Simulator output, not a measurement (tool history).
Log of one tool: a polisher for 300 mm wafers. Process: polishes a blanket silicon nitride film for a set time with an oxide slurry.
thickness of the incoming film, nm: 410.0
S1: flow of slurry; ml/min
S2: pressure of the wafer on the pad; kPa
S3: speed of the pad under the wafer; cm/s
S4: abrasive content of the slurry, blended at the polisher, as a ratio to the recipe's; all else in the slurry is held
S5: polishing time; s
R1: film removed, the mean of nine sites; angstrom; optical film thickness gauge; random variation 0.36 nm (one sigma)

| run | day | S1 | S2 | S3 | S4 | S5 | R1 |
|---|---|---|---|---|---|---|---|
| 1 | 0.000 | 140 | 26.9 | 130 | 1.0 | 53 | 423.80 |
| 2 | 0.362 | 140 | 24.1 | 130 | 1.0 | 53 | 381.29 |
| 3 | 0.700 | 140 | 24.1 | 110 | 1.0 | 53 | 341.91 |
| 4 | 0.917 | 140 | 22.1 | 108 | 1.0 | 53 | 308.47 |
| 5 | 1.071 | 110 | 22.1 | 108 | 1.0 | 53 | 295.57 |
| 6 | 1.279 | 110 | 21.4 | 108 | 1.0 | 53 | 288.83 |

Forecast run 7:
| 7 | 1.554 | 110 | 20.7 | 108 | 1.0 | 53 | ? |

Run 7 gave R1 278.87 angstrom.
